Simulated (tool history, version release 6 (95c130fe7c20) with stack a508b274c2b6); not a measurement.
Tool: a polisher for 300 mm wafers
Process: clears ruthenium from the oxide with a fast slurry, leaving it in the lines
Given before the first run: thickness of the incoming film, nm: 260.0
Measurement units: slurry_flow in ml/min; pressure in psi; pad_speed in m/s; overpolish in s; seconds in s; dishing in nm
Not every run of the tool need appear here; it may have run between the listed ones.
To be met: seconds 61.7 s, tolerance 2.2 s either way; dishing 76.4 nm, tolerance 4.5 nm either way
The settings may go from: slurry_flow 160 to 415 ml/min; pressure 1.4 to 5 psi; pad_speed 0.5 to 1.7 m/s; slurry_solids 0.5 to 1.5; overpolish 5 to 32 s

run	hour	slurry_flow	pressure	pad_speed	slurry_solids	overpolish	seconds	dishing
1	0	265	3.2	1.1	1	16	50.448	64.198
2	2.6	265	3	1.1	1	18	53.083	68.901
3	3.9	265	2.9	1.1	1	19	54.811	70.8
4	10.4	265	2.8	1.1	1	20	56.994	71.585
5	16.6	265	2	1.1	1	20	71.024	59.12
6	21.2	265	2.1	1.1	1	21	68.682	65.706
7	28	265	2.2	1.1	1	21	68.353	67.763
8	33.1	265	2.3	1.1	1	21	63.88	66.601
9	40.8	265	2.3	1.1	1	22	64.998	66.412
10	48.5	265	2.3	1.1	1	23	64.628	71.59

4 next moves are on the table. One of them brings every result within its allowed miss. Which?
A	56.2	270	2.1	1	1.2	21	?	?
B	56.2	230	2.8	0.88	1.1	20	?	?
C	56.2	260	3.1	0.96	0.85	24	?	?
D	56.2	230	2.3	1.16	1	19	?	?

move	seconds	dishing
A	68.802	65.181
B	65.411	65.271
C	62.503	77.737
D	62.758	64.762
A: lands further from the targets than the last run did
B: lands further from the targets than the last run did
C: all results in spec
D: meets the target for the result that was furthest off, but another lies outside its allowed miss
Answer: C
